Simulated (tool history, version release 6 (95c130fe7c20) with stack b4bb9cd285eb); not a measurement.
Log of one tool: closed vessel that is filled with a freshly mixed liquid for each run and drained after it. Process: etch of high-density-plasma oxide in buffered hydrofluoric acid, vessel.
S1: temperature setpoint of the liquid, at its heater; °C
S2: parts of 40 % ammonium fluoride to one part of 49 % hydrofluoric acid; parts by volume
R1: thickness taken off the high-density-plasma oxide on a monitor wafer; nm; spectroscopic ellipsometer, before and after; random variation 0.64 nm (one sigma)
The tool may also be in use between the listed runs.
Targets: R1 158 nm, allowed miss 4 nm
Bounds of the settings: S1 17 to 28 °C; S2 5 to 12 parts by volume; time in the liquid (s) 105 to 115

{"run": 1, "hour": 0.0, "S1": 20, "S2": 7, "time in the liquid (s)": 105, "R1": 139.53}
{"run": 2, "hour": 3.1, "S1": 20.5, "S2": 7, "time in the liquid (s)": 105, "R1": 144.18}
{"run": 3, "hour": 9.4, "S1": 20.5, "S2": 9, "time in the liquid (s)": 105, "R1": 109.12}
{"run": 4, "hour": 11.6, "S1": 20.5, "S2": 11, "time in the liquid (s)": 105, "R1": 93.408}
{"run": 5, "hour": 13.6, "S1": 24, "S2": 11, "time in the liquid (s)": 105, "R1": 112.95}
{"run": 6, "hour": 18.7, "S1": 24, "S2": 11, "time in the liquid (s)": 105, "R1": 113.57}
{"run": 7, "hour": 25.0, "S1": 25.5, "S2": 10.5, "time in the liquid (s)": 105, "R1": 129.45}
{"run": 8, "hour": 30.4, "S1": 26.5, "S2": 10.5, "time in the liquid (s)": 105, "R1": 136.34}
{"run": 9, "hour": 35.1, "S1": 27, "S2": 10.5, "time in the liquid (s)": 105, "R1": 139.25}

Which of these 4 next moves meets every target?
{"run": "A", "hour": 39.8, "S1": 22.5, "S2": 7.5, "time in the liquid (s)": 110, "R1": "?"}
{"run": "B", "hour": 39.8, "S1": 27.5, "S2": 10, "time in the liquid (s)": 115, "R1": "?"}
{"run": "C", "hour": 39.8, "S1": 26, "S2": 9.5, "time in the liquid (s)": 110, "R1": "?"}
{"run": "D", "hour": 39.8, "S1": 27.5, "S2": 9, "time in the liquid (s)": 110, "R1": "?"}

move=A R1=156.75
move=B R1=165.01
move=C R1=150.43
move=D R1=168.64
A: meets every target
B: takes the result that was furthest off past its target
C: nearer than the last run, and not there yet
D: takes the result that was furthest off past its target
Answer: A

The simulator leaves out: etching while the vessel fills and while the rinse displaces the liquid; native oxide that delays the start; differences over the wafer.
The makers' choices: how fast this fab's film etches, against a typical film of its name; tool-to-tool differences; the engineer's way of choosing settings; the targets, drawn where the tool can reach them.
